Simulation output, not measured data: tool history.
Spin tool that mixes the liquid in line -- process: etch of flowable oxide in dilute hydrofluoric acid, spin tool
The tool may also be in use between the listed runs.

run  hour  temperature setpoint of the liquid (°C)  parts of water to one part of 49 % hydrofluoric acid (parts by volume)  time under the liquid (s)  thickness taken off the flowable oxide on a monitor wafer (nm)
  1   0.0                                     21.0                                                                     205                         70                                                          11.697
  2   6.3                                     21.0                                                                     175                         70                                                          13.950
  3   7.5                                     18.5                                                                     175                         70                                                          12.655
  4   8.1                                     21.0                                                                     175                         70                                                          14.140
  5  12.3                                     21.0                                                                     175                         70                                                          13.937
  6  14.2                                     21.0                                                                     140                         70                                                          18.041
  7  21.0                                     22.0                                                                     140                         70                                                          18.895
  8  24.9                                     22.5                                                                     140                         70                                                          19.246
  9  25.5                                     23.0                                                                     140                         70                                                          19.704
 10  30.7                                     23.5                                                                     140                         70                                                          20.275
 11  39.4                                     24.0                                                                     140                         70                                                          20.776
 12  48.3                                     24.5                                                                     140                         70                                                          20.759

Estimate the outcome of run 13 from the log above:
 13  57.2                                     25.0                                                                     140                         70                                                               ?

{"run 13": {"thickness taken off the flowable oxide on a monitor wafer (nm)": 21.202}}

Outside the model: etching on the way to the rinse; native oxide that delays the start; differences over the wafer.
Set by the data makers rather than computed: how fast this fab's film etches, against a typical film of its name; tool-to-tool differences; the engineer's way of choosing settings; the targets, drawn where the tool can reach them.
